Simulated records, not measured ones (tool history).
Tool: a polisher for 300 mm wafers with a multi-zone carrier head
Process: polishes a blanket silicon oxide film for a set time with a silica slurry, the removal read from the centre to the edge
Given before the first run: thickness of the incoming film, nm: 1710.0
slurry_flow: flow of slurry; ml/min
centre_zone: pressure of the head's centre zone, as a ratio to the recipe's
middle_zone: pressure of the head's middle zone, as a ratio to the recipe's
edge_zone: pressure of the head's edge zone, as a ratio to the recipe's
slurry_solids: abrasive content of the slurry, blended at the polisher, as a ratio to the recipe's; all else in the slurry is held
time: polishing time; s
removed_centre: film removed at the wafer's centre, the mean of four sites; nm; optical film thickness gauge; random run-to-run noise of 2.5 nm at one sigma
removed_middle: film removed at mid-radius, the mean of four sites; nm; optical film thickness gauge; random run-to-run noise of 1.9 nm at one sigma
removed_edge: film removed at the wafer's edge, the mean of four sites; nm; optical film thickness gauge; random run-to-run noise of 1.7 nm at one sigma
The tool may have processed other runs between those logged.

run	hour	slurry_flow	centre_zone	middle_zone	edge_zone	slurry_solids	time	removed_centre	removed_middle	removed_edge
1	0.0	310	1.00	1.00	1.00	1.00	64	206.65	202.82	202.82
2	1.9	310	1.01	0.98	0.97	0.85	63	195.16	188.99	187.53
3	10.6	310	1.03	0.96	0.95	0.75	62	183.47	176.22	173.16
4	17.6	310	1.04	0.93	0.93	0.70	62	183.91	168.23	166.44
5	21.4	310	1.11	0.93	0.93	0.70	62	189.32	163.48	168.11
6	24.6	310	1.16	0.93	0.93	0.70	62	201.74	164.65	164.65
7	31.0	305	1.13	0.93	0.92	0.65	62	186.98	160.63	159.30

Expected results for the next run?
8	34.9	295	1.11	0.93	0.92	0.65	62	?	?	?

{"run 8": {"removed_centre": 184.3, "removed_middle": 159.64, "removed_edge": 160.39}}
